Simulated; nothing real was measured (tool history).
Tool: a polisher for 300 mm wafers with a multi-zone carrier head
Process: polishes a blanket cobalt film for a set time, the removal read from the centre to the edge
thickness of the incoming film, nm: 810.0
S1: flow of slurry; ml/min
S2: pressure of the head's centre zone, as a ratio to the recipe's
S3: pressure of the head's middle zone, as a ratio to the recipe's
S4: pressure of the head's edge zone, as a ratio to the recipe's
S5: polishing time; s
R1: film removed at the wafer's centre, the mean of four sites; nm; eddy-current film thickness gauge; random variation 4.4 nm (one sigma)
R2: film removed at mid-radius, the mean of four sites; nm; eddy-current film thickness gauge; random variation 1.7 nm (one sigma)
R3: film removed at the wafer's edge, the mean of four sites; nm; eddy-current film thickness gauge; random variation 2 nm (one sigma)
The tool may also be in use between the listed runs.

run    day   S1    S2    S3    S4  S5      R1      R2      R3
  1      0  175     1     1     1  59  215.71  219.72  216.13
  2  0.271  140     1     1     1  59  201.76  208.36  210.59
  3  0.388  140     1     1  1.05  59  199.49  206.19  215.43
  4  0.596  155  1.02     1  1.07  60  218.03   216.5   224.8
  5  0.792  170  1.03  0.99  1.09  60  222.32  217.96  224.35
  6  0.958  170  1.07  0.99  1.09  60  226.88  217.56  224.93
  7  1.188  180  1.08  0.98   1.1  61  238.88  221.58  234.53
  8  1.554  230  1.17  1.02  1.19  62  278.79  243.09  254.49
  9  1.738  235  1.17  1.01  1.19  62  266.32  238.74  259.43

The next listed run, before its measurement:
 10  1.95  230  1.17  1.01  1.19  63   ?   ?   ?

Run 10 gave R1 271.81 nm, R2 244.02 nm, R3 260 nm.
